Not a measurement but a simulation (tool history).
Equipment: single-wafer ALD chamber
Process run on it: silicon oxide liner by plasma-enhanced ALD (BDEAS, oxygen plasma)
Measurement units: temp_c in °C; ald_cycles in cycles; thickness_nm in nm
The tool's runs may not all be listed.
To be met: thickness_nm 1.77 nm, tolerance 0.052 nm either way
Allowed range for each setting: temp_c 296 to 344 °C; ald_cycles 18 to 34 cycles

| run | hour | temp_c | ald_cycles | thickness_nm |
|---|---|---|---|---|
| 1 | 0 | 320 | 26 | 2.3395 |
| 2 | 8.2 | 320 | 29 | 2.585 |
| 3 | 11.2 | 321 | 27 | 2.4005 |
| 4 | 12 | 321 | 25 | 2.2382 |
| 5 | 13.4 | 322 | 24 | 2.1437 |
| 6 | 19.4 | 322 | 27 | 2.4045 |
| 7 | 28 | 323 | 26 | 2.3228 |
| 8 | 34.3 | 326 | 22 | 1.9597 |
| 9 | 40.8 | 328 | 21 | 1.8618 |
| 10 | 43.1 | 329 | 21 | 1.8466 |
| 11 | 45.1 | 330 | 21 | 1.8693 |

Of the 5 settings listed for the next run, only one would bring every result within its allowed miss of target. Which one?
| A | 47.1 | 327 | 22 | ? |
| B | 47.1 | 318 | 21 | ? |
| C | 47.1 | 328 | 21 | ? |
| D | 47.1 | 330 | 20 | ? |
| E | 47.1 | 330 | 24 | ? |

| move | thickness_nm |
|---|---|
| A | 1.9536 |
| B | 1.8862 |
| C | 1.8624 |
| D | 1.7692 |
| E | 2.123 |
A: moves away from the targets compared with the last run
B: moves away from the targets compared with the last run
C: better than the last run, though not everything is in spec
D: every result lands within tolerance
E: moves away from the targets compared with the last run
Correct choice: D, which meets every target

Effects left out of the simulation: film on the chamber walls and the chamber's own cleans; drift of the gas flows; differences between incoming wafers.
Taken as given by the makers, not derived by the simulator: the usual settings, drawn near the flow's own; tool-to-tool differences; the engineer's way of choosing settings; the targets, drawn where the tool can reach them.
